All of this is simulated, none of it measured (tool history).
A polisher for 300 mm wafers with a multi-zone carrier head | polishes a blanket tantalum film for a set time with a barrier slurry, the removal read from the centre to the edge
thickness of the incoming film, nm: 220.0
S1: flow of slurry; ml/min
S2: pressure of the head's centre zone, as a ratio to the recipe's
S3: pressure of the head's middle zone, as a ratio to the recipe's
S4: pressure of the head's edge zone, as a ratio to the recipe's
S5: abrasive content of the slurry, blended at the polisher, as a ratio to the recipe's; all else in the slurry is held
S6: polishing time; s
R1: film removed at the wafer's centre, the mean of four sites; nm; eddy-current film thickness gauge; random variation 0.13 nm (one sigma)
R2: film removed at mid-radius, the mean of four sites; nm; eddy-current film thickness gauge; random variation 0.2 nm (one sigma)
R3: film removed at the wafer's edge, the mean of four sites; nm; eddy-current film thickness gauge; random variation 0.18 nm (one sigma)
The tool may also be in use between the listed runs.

Run 1, hour 0: S1 240 ml/min, S2 1, S3 1, S4 1, S5 1, S6 31 s. Result: R1 33.602 nm, R2 31.321 nm, R3 31.418 nm.
Run 2, hour 2.5: S1 275 ml/min, S2 1, S3 1, S4 1, S5 1, S6 31 s. Result: R1 33.784 nm, R2 32.411 nm, R3 31.708 nm.
Run 3, hour 6.8: S1 300 ml/min, S2 1, S3 1, S4 1, S5 1, S6 31 s. Result: R1 34.416 nm, R2 32.314 nm, R3 31.45 nm.
Run 4, hour 7.5: S1 285 ml/min, S2 0.95, S3 1.01, S4 0.98, S5 0.85, S6 30 s. Result: R1 29.839 nm, R2 29.637 nm, R3 28.836 nm.
Run 5, hour 15: S1 285 ml/min, S2 0.95, S3 1.01, S4 0.98, S5 0.75, S6 30 s. Result: R1 28.558 nm, R2 27.925 nm, R3 26.938 nm.
Run 6, hour 23.1: S1 285 ml/min, S2 0.95, S3 1.01, S4 0.92, S5 0.75, S6 30 s. Result: R1 27.794 nm, R2 27.814 nm, R3 26.442 nm.
Run 7, hour 28.6: S1 270 ml/min, S2 0.91, S3 1.02, S4 0.89, S5 0.7, S6 30 s. Result: R1 25.876 nm, R2 27.606 nm, R3 25.059 nm.
Run 8, hour 33.6: S1 235 ml/min, S2 0.88, S3 1.02, S4 0.91, S5 0.65, S6 30 s. Result: R1 23.751 nm, R2 25.595 nm, R3 24.08 nm.

Forecast run 9:
Run 9, hour 42.3: S1 215 ml/min, S2 0.86, S3 1.03, S4 0.92, S5 0.65, S6 30 s. Result: R1 ?, R2 ?, R3 ?.

{"run 9": {"R1": 22.935, "R2": 25.509, "R3": 24.065}}
